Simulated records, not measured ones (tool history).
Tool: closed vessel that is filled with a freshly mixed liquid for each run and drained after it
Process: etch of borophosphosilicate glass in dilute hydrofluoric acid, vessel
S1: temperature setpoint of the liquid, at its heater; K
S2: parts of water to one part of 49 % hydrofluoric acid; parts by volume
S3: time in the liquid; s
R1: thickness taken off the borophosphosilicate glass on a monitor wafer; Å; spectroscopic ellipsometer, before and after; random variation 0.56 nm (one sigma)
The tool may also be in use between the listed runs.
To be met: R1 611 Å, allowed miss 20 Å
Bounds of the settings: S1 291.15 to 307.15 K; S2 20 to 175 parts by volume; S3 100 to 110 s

run 1 day=0 | S1=299.15 S2=95 S3=100 | R1=288.28
run 2 day=0.138 | S1=301.15 S2=85 S3=100 | R1=362.97
run 3 day=0.442 | S1=302.65 S2=85 S3=100 | R1=376.26
run 4 day=0.638 | S1=300.65 S2=85 S3=100 | R1=352.62
run 5 day=0.779 | S1=300.65 S2=85 S3=110 | R1=387.92
run 6 day=0.854 | S1=302.15 S2=80 S3=110 | R1=433.93
run 7 day=0.929 | S1=303.65 S2=75 S3=110 | R1=495.39
run 8 day=1.058 | S1=304.65 S2=75 S3=110 | R1=507.41
run 9 day=1.4 | S1=305.15 S2=70 S3=110 | R1=569.17
run 10 day=1.6 | S1=305.65 S2=70 S3=110 | R1=582.47

4 next moves are on the table. One of them brings every result within its allowed miss. Which?
run A day=1.8 | S1=304.65 S2=65 S3=100 | R1=?
run B day=1.8 | S1=306.65 S2=75 S3=110 | R1=?
run C day=1.8 | S1=305.15 S2=65 S3=100 | R1=?
run D day=1.8 | S1=304.15 S2=60 S3=105 | R1=?

move=A R1=545.53
move=B R1=552.02
move=C R1=556.03
move=D R1=613.49
A: further off than the last run
B: further off than the last run
C: further off than the last run
D: meets every target
The right move is D.

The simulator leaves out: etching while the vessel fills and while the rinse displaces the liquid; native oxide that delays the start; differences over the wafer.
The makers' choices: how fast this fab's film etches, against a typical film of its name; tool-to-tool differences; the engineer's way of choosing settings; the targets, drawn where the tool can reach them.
